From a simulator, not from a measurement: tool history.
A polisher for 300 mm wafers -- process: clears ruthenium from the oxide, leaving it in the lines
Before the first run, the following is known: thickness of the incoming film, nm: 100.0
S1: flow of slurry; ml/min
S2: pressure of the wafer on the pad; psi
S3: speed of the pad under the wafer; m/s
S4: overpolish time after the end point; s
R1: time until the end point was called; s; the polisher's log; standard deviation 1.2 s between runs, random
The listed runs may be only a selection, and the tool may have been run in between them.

| run | hour | S1 | S2 | S3 | S4 | R1 |
|---|---|---|---|---|---|---|
| 1 | 0 | 160 | 1.8 | 1.04 | 8 | 95.879 |
| 2 | 6.7 | 195 | 1.8 | 1.04 | 8 | 94.457 |
| 3 | 11 | 195 | 1.8 | 1.04 | 8 | 93.803 |
| 4 | 19.5 | 195 | 1.8 | 1.3 | 8 | 78.12 |
| 5 | 20.9 | 195 | 1.8 | 1.52 | 8 | 70.159 |
| 6 | 24 | 195 | 1.6 | 1.52 | 8 | 77.824 |
| 7 | 29.9 | 195 | 1.5 | 1.52 | 8 | 82.492 |
| 8 | 32.4 | 195 | 1.4 | 1.52 | 8 | 87.679 |
| 9 | 41.4 | 175 | 0.9 | 1.5 | 8 | 136.18 |

What does the tool deliver on the next run?
| 10 | 42 | 185 | 0.9 | 1.5 | 8 | ? |

Run 10 yielded R1 137.6 s.
